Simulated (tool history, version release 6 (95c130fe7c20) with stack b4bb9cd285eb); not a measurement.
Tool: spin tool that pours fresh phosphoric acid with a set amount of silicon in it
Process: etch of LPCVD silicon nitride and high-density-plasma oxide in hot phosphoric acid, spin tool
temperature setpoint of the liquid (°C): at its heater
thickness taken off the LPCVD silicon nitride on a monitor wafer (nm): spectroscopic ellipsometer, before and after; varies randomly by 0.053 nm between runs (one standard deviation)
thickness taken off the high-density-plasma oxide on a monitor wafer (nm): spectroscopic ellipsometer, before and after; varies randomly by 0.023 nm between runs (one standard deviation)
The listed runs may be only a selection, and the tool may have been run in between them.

run  hour  temperature setpoint of the liquid (°C)  silicon dissolved in the acid as it is poured (mg a litre)  time under the liquid (s)  thickness taken off the LPCVD silicon nitride on a monitor wafer (nm)  thickness taken off the high-density-plasma oxide on a monitor wafer (nm)
  1   0.0                                    162.0                                                        14.0                        180                                                                 16.676                                                                    0.64191
  2   8.2                                    163.0                                                        14.0                        180                                                                 17.262                                                                    0.71140
  3  12.1                                    163.0                                                         9.5                        180                                                                 17.399                                                                    0.79200
  4  18.3                                    163.0                                                         3.5                        180                                                                 17.363                                                                    0.89707
  5  27.1                                    162.5                                                         3.0                        170                                                                 16.005                                                                    0.82805
  6  28.8                                    162.5                                                         0.0                        170                                                                 16.104                                                                    0.86680
  7  34.9                                    162.5                                                         0.0                        165                                                                 15.623                                                                    0.79394

Forecast run 8:
  8  42.7                                    162.5                                                         0.0                        155                                                                      ?                                                                          ?

Run 8 gave thickness taken off the LPCVD silicon nitride on a monitor wafer (nm) 14.670, thickness taken off the high-density-plasma oxide on a monitor wafer (nm) 0.76855.
